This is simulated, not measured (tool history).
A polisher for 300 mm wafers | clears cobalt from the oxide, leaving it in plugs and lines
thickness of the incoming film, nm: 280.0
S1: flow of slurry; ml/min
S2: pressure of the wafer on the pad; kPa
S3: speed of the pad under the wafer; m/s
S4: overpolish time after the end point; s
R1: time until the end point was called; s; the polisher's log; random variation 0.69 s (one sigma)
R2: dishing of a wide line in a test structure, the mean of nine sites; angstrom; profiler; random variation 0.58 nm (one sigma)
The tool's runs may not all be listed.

| run | hour | S1 | S2 | S3 | S4 | R1 | R2 |
|---|---|---|---|---|---|---|---|
| 1 | 0 | 155 | 10.3 | 0.86 | 17 | 101.56 | 312.69 |
| 2 | 8.9 | 155 | 12.4 | 0.86 | 17 | 84.432 | 338.22 |
| 3 | 13.9 | 155 | 10.3 | 0.86 | 17 | 99.251 | 309.2 |
| 4 | 15 | 155 | 8.3 | 0.86 | 17 | 123.62 | 273.73 |
| 5 | 23.4 | 155 | 9 | 0.86 | 17 | 116.23 | 276.23 |
| 6 | 32.2 | 170 | 9 | 0.86 | 17 | 111.91 | 281.35 |
| 7 | 37 | 185 | 9.7 | 0.86 | 17 | 102.62 | 303.16 |

The next listed run, before its measurement:
| 8 | 42.2 | 195 | 10.3 | 0.86 | 16 | ? | ? |

R1: 95.76 s
R2: 307.9 angstrom
